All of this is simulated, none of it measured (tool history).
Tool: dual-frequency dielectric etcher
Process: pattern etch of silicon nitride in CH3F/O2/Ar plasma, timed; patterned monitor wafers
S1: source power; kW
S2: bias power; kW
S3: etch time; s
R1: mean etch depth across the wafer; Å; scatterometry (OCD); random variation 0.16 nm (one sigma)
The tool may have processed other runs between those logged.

run  hour    S1     S2  S3      R1
  1     0  0.52   0.06  49  349.69
  2   8.6   0.5   0.06  49  349.91
  3    16  0.48  0.059  49  343.83
  4  16.9  0.54  0.059  49  355.46
  5  24.4   0.6  0.059  49   366.3
  6  30.2   0.6  0.064  49  375.84
  7  37.9  0.57  0.062  49  368.22
  8  41.1  0.54  0.061  49  357.27
  9  47.6  0.52   0.06  49  354.73
 10  48.3   0.5  0.059  49  346.73
 11  55.3  0.48  0.058  49  340.32
 12  61.7  0.48  0.058  49  342.41

Run 13 is up next; what results do you expect?
 13  64.9  0.46  0.057  49   ?

Run 13 gave R1 335.71 Å.
